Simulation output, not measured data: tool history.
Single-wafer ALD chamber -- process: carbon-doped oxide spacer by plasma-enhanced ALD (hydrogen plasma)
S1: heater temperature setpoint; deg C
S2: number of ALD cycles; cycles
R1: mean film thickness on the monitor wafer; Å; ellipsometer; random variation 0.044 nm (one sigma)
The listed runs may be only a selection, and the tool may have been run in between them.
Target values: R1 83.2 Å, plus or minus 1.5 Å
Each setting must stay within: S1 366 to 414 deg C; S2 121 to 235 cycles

{"run": 1, "hour": 0.0, "S1": 390, "S2": 178, "R1": 93.217}
{"run": 2, "hour": 0.5, "S1": 390, "S2": 174, "R1": 90.131}
{"run": 3, "hour": 3.8, "S1": 382, "S2": 174, "R1": 90.087}
{"run": 4, "hour": 9.5, "S1": 382, "S2": 171, "R1": 89.293}
{"run": 5, "hour": 15.1, "S1": 382, "S2": 145, "R1": 74.939}
{"run": 6, "hour": 19.7, "S1": 390, "S2": 145, "R1": 75.054}
{"run": 7, "hour": 24.9, "S1": 390, "S2": 148, "R1": 76.729}
{"run": 8, "hour": 28.1, "S1": 390, "S2": 150, "R1": 78.034}
{"run": 9, "hour": 35.3, "S1": 390, "S2": 152, "R1": 78.873}
{"run": 10, "hour": 36.5, "S1": 390, "S2": 154, "R1": 79.329}
{"run": 11, "hour": 40.5, "S1": 390, "S2": 165, "R1": 86.179}
{"run": 12, "hour": 45.9, "S1": 390, "S2": 164, "R1": 85.726}

Which of these 4 next moves meets every target?
{"run": "A", "hour": 51.3, "S1": 384, "S2": 161, "R1": "?"}
{"run": "B", "hour": 51.3, "S1": 397, "S2": 166, "R1": "?"}
{"run": "C", "hour": 51.3, "S1": 412, "S2": 178, "R1": "?"}
{"run": "D", "hour": 51.3, "S1": 390, "S2": 170, "R1": "?"}

move=A R1=83.209
move=B R1=85.793
move=C R1=87.833
move=D R1=87.86
A: every result lands within tolerance
B: as far off as the last run
C: moves away from the targets compared with the last run
D: moves away from the targets compared with the last run
So the answer is move A, the one that meets all the targets.
